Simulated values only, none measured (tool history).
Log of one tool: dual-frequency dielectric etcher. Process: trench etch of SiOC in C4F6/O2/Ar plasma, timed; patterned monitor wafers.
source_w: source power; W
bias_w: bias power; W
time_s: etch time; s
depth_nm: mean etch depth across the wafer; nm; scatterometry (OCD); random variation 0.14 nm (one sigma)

run  hour  source_w  bias_w  time_s  depth_nm
  1     0       260     165    27.5    46.157
  2     7       280     167    27.5    47.588
  3  14.2       290     169    27.5    48.417
  4  19.1       290     169    28.5    50.259
  5  26.7       300     170    28.5     51.17
  6  34.4       310     171    28.5    51.905
  7  36.4       310     172    28.5    51.845

The next listed run, before its measurement:
  8  40.1       310     173    28.5         ?

depth_nm: 52.092 nm
